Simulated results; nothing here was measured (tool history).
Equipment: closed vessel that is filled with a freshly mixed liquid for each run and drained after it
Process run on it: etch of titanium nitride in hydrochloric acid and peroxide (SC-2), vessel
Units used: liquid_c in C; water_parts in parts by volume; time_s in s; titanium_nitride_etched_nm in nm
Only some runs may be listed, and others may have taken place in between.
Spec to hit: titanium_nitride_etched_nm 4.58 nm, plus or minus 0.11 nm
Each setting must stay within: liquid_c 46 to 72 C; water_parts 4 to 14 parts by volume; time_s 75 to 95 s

run,hour,liquid_c,water_parts,time_s,titanium_nitride_etched_nm
1,0,62,7.5,95,8.482
2,2,61,7.5,95,8.009
3,10.6,61,9.5,95,6.5314
4,14.5,60.5,9.5,95,6.3998
5,19.1,54.5,9.5,95,4.3704
6,20.8,60.5,9.5,95,6.3652
7,29.5,60,9.5,95,6.1771
8,34.3,59.5,9.5,95,6.0313
9,40.5,59,9.5,95,5.7976
10,49.1,58.5,9.5,95,5.6656
11,54.6,58,9.5,95,5.4832
12,58.5,57.5,9.5,95,5.3104
13,63.9,57,9.5,95,5.1207
14,68.5,56,9.5,95,4.8294

Below are 4 possible settings for the next run. Only one of them brings all results inside the allowed miss of their targets. Which is it?
A,73.1,59.5,12,95,?
B,73.1,52,7,95,?
C,73.1,53.5,6.5,85,?
D,73.1,58.5,10,80,?

move,titanium_nitride_etched_nm
A,4.924
B,4.7263
C,4.9403
D,4.5417
A: lands further from the targets than the last run did
B: an improvement on the last run, though not all results are within tolerance
C: lands further from the targets than the last run did
D: every result within its allowed miss
Correct choice: D, which meets every target
